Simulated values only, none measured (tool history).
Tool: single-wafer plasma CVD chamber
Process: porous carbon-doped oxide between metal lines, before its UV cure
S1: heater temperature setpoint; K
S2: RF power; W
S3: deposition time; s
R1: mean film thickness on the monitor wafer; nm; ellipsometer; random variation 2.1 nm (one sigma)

run 1 hour=0.0 | S1=548.15 S2=660 S3=55.5 | R1=421.85
run 2 hour=7.1 | S1=553.15 S2=645 S3=55.5 | R1=401.58
run 3 hour=14.1 | S1=557.15 S2=635 S3=55.5 | R1=389.46
run 4 hour=14.6 | S1=566.15 S2=635 S3=55.5 | R1=373.53
run 5 hour=22.9 | S1=566.15 S2=670 S3=55.5 | R1=382.73
run 6 hour=25.2 | S1=567.15 S2=660 S3=55.5 | R1=372.68
run 7 hour=34.2 | S1=567.15 S2=660 S3=55.5 | R1=376.88

Forecast run 8:
run 8 hour=41.9 | S1=568.15 S2=650 S3=55.5 | R1=?

{"run 8": {"R1": 372.94}}

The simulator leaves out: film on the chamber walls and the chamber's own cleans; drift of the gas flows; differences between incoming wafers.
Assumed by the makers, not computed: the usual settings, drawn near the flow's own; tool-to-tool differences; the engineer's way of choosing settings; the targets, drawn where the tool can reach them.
